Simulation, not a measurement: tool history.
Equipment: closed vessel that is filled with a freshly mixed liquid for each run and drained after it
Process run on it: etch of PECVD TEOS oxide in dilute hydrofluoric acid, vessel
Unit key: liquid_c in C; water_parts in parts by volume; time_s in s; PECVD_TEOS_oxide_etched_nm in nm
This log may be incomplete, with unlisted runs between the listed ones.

| run | day | liquid_c | water_parts | time_s | PECVD_TEOS_oxide_etched_nm |
|---|---|---|---|---|---|
| 1 | 0 | 22 | 155 | 170 | 8.7284 |
| 2 | 0.321 | 23 | 155 | 170 | 9.1796 |
| 3 | 0.692 | 23 | 155 | 115 | 6.1316 |
| 4 | 0.733 | 22.5 | 145 | 115 | 6.5193 |
| 5 | 0.792 | 23.5 | 130 | 115 | 7.6029 |
| 6 | 1.167 | 23.5 | 155 | 115 | 6.2786 |
| 7 | 1.529 | 23 | 145 | 115 | 6.6552 |

Run 8 is up next; what results do you expect?
| 8 | 1.858 | 23.5 | 130 | 115 | ? |

{"run 8": {"PECVD_TEOS_oxide_etched_nm": 7.7014}}
